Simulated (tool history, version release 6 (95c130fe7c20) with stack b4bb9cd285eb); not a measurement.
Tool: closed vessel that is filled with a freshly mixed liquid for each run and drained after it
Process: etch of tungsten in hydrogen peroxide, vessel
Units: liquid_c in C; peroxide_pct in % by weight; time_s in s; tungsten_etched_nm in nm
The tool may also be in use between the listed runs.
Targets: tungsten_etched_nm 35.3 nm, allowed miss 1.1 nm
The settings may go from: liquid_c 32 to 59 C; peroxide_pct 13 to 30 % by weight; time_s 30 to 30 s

run 1 hour=0 | liquid_c=43 peroxide_pct=24 time_s=30 | tungsten_etched_nm=18.789
run 2 hour=5 | liquid_c=43 peroxide_pct=19 time_s=30 | tungsten_etched_nm=16.84
run 3 hour=14.1 | liquid_c=46 peroxide_pct=19 time_s=30 | tungsten_etched_nm=20.121
run 4 hour=15.2 | liquid_c=46 peroxide_pct=19 time_s=30 | tungsten_etched_nm=20.23
run 5 hour=19.9 | liquid_c=48.5 peroxide_pct=19 time_s=30 | tungsten_etched_nm=23.141
run 6 hour=21.7 | liquid_c=50.5 peroxide_pct=19 time_s=30 | tungsten_etched_nm=26.5
run 7 hour=24.4 | liquid_c=51.5 peroxide_pct=19 time_s=30 | tungsten_etched_nm=27.966
run 8 hour=33.5 | liquid_c=52.5 peroxide_pct=19 time_s=30 | tungsten_etched_nm=29.882
run 9 hour=35.4 | liquid_c=53 peroxide_pct=19 time_s=30 | tungsten_etched_nm=31.392
run 10 hour=43.1 | liquid_c=53.5 peroxide_pct=19 time_s=30 | tungsten_etched_nm=31.785
run 11 hour=50.4 | liquid_c=54 peroxide_pct=19 time_s=30 | tungsten_etched_nm=32.202
run 12 hour=55.4 | liquid_c=54.5 peroxide_pct=19 time_s=30 | tungsten_etched_nm=33.853

5 next moves are on the table. One of them brings every result within its allowed miss. Which?
run A hour=60.4 | liquid_c=57 peroxide_pct=18.5 time_s=30 | tungsten_etched_nm=?
run B hour=60.4 | liquid_c=50.5 peroxide_pct=28.5 time_s=30 | tungsten_etched_nm=?
run C hour=60.4 | liquid_c=54.5 peroxide_pct=21.5 time_s=30 | tungsten_etched_nm=?
run D hour=60.4 | liquid_c=51 peroxide_pct=28.5 time_s=30 | tungsten_etched_nm=?
run E hour=60.4 | liquid_c=57.5 peroxide_pct=13.5 time_s=30 | tungsten_etched_nm=?

move=A tungsten_etched_nm=38.232
move=B tungsten_etched_nm=32.184
move=C tungsten_etched_nm=35.563
move=D tungsten_etched_nm=33.178
move=E tungsten_etched_nm=33.628
A: takes the result that was furthest off past its target
B: further off than the last run
C: meets every target
D: further off than the last run
E: further off than the last run
Answer: C
